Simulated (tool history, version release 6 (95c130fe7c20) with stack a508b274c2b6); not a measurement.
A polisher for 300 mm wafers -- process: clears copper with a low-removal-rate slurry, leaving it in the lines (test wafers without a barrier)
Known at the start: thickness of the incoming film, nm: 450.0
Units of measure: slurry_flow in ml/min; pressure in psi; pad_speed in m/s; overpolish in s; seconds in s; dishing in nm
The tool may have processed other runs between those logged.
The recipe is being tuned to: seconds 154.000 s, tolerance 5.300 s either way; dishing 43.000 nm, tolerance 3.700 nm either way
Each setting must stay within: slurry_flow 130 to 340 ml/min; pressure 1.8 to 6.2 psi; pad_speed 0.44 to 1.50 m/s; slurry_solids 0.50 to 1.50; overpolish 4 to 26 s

run	hour	slurry_flow	pressure	pad_speed	slurry_solids	overpolish	seconds	dishing
1	0.0	220	4.0	0.96	1.00	13	123.510	34.250
2	2.0	220	3.5	0.96	1.00	13	137.890	31.163
3	3.0	220	4.3	0.96	1.00	13	116.120	36.672
4	5.5	185	4.3	0.96	1.00	13	118.190	36.395
5	8.7	185	4.3	0.96	1.20	13	116.110	37.168
6	15.9	185	4.3	0.96	1.20	18	114.590	49.348
7	22.1	185	4.2	0.96	1.20	18	118.410	47.487
8	30.8	185	4.1	0.96	1.20	18	119.470	47.717

Next run, 5 choices. One meets every target within its allowed miss, the rest don't. Which?
A	39.5	165	4.4	1.12	1.15	14	?	?
B	39.5	140	3.4	0.90	1.10	20	?	?
C	39.5	190	5.4	1.04	1.15	12	?	?
D	39.5	195	4.2	0.86	1.20	16	?	?
E	39.5	215	3.9	1.38	1.50	11	?	?

move	seconds	dishing
A	101.480	44.505
B	157.610	40.933
C	90.114	43.373
D	131.990	39.537
E	86.052	41.391
A: lands further from the targets than the last run did
B: every result lands within tolerance
C: lands further from the targets than the last run did
D: moves toward the targets from the last run without getting all of them in spec
E: lands further from the targets than the last run did
The right move is B.

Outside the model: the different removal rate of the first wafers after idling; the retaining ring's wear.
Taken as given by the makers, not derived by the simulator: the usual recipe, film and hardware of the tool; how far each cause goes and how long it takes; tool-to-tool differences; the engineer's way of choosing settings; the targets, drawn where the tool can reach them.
